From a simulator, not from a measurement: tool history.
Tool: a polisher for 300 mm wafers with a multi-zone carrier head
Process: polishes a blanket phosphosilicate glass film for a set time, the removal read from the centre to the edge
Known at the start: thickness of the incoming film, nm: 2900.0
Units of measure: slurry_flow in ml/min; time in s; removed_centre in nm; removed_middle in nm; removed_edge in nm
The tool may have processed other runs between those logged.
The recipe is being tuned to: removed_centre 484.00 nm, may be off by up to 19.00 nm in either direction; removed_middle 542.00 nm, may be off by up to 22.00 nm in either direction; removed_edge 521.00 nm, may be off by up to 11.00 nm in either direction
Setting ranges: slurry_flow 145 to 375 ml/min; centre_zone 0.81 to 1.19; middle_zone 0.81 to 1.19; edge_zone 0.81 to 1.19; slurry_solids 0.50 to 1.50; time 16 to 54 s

run	hour	slurry_flow	centre_zone	middle_zone	edge_zone	slurry_solids	time	removed_centre	removed_middle	removed_edge
1	0.0	240	1.00	1.00	1.00	1.00	35	424.05	417.98	425.65
2	5.7	250	1.00	1.02	1.03	1.05	35	437.22	436.65	439.81
3	12.7	250	1.00	1.02	1.03	1.05	28	341.33	346.03	356.24
4	15.6	250	1.00	1.02	1.03	1.05	22	273.21	279.81	277.09
5	17.2	260	1.00	1.04	1.05	1.10	23	293.33	305.68	301.59
6	19.0	260	1.00	0.97	1.05	1.10	23	292.64	283.65	304.71
7	20.6	265	1.00	1.00	1.07	1.15	24	311.45	314.85	330.45
8	25.1	275	1.01	1.02	1.09	1.20	25	349.35	341.96	354.90
9	31.9	275	1.00	1.04	1.10	1.25	26	365.51	370.74	375.02
10	38.6	275	0.99	1.05	1.11	1.30	27	384.51	397.41	404.19
11	45.3	280	0.99	1.06	1.12	1.35	28	398.16	428.25	428.11
12	48.7	285	0.99	1.07	1.13	1.35	28	398.80	414.33	428.57
13	53.5	280	0.99	1.08	1.13	1.35	29	420.01	443.11	444.27
14	61.4	280	0.99	1.09	1.14	1.35	29	406.52	447.32	446.55
15	63.5	285	1.00	1.10	1.15	1.35	29	425.01	445.42	446.43
16	71.4	290	1.00	1.11	1.15	1.35	29	411.67	457.26	448.62
17	78.4	295	1.00	1.12	1.16	1.35	29	412.74	455.64	450.01

4 next moves are on the table. One of them brings every result within its allowed miss. Which?
A	85.4	335	1.01	1.17	1.19	1.40	32	?	?	?
B	85.4	345	1.00	1.19	1.11	1.25	36	?	?	?
C	85.4	315	0.92	1.04	1.19	1.30	34	?	?	?
D	85.4	305	1.06	1.02	1.19	1.30	30	?	?	?

move	removed_centre	removed_middle	removed_edge
A	490.65	543.17	521.48
B	520.02	589.43	537.43
C	459.52	501.81	534.27
D	460.16	434.00	470.51
A: in spec on every target
B: takes the result that was furthest off past its target
C: takes the result that was furthest off past its target
D: nearer the targets than the last run, but a result is still out of spec
Answer: A

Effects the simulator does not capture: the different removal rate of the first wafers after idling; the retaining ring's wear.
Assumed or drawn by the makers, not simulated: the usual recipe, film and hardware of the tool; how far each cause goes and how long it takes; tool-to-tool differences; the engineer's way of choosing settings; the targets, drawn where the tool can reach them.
